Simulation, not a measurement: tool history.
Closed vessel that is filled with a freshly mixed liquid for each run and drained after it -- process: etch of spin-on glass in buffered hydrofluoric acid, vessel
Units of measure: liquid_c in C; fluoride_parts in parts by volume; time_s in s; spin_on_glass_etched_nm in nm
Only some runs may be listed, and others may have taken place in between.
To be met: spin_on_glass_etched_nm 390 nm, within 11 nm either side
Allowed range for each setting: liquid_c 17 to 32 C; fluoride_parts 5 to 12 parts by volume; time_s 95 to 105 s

{"run": 1, "hour": 0.0, "liquid_c": 25, "fluoride_parts": 7, "time_s": 95, "spin_on_glass_etched_nm": 492.27}
{"run": 2, "hour": 5.7, "liquid_c": 24.5, "fluoride_parts": 7, "time_s": 95, "spin_on_glass_etched_nm": 485.59}
{"run": 3, "hour": 9.5, "liquid_c": 24.5, "fluoride_parts": 7, "time_s": 105, "spin_on_glass_etched_nm": 539.84}
{"run": 4, "hour": 15.3, "liquid_c": 21.5, "fluoride_parts": 7, "time_s": 105, "spin_on_glass_etched_nm": 450.91}
{"run": 5, "hour": 16.4, "liquid_c": 21, "fluoride_parts": 7, "time_s": 105, "spin_on_glass_etched_nm": 447.22}
{"run": 6, "hour": 25.0, "liquid_c": 23.5, "fluoride_parts": 7, "time_s": 105, "spin_on_glass_etched_nm": 500.67}
{"run": 7, "hour": 32.4, "liquid_c": 22.5, "fluoride_parts": 7, "time_s": 105, "spin_on_glass_etched_nm": 478.02}
{"run": 8, "hour": 33.9, "liquid_c": 22, "fluoride_parts": 7, "time_s": 105, "spin_on_glass_etched_nm": 465.37}
{"run": 9, "hour": 37.6, "liquid_c": 22, "fluoride_parts": 7, "time_s": 105, "spin_on_glass_etched_nm": 465.78}

Of the 5 settings listed for the next run, only one would bring every result within its allowed miss of target. Which one?
{"run": "A", "hour": 41.3, "liquid_c": 25, "fluoride_parts": 6.5, "time_s": 105, "spin_on_glass_etched_nm": "?"}
{"run": "B", "hour": 41.3, "liquid_c": 17.5, "fluoride_parts": 6.5, "time_s": 105, "spin_on_glass_etched_nm": "?"}
{"run": "C", "hour": 41.3, "liquid_c": 26.5, "fluoride_parts": 7, "time_s": 105, "spin_on_glass_etched_nm": "?"}
{"run": "D", "hour": 41.3, "liquid_c": 20.5, "fluoride_parts": 8, "time_s": 100, "spin_on_glass_etched_nm": "?"}
{"run": "E", "hour": 41.3, "liquid_c": 22, "fluoride_parts": 8, "time_s": 95, "spin_on_glass_etched_nm": "?"}

move=A spin_on_glass_etched_nm=585.61
move=B spin_on_glass_etched_nm=386.38
move=C spin_on_glass_etched_nm=595.31
move=D spin_on_glass_etched_nm=353.6
move=E spin_on_glass_etched_nm=365.07
A: moves away from the targets compared with the last run
B: hits every target within its allowed miss
C: moves away from the targets compared with the last run
D: takes the biggest miss from the last run beyond its target
E: takes the biggest miss from the last run beyond its target
The right move is B.

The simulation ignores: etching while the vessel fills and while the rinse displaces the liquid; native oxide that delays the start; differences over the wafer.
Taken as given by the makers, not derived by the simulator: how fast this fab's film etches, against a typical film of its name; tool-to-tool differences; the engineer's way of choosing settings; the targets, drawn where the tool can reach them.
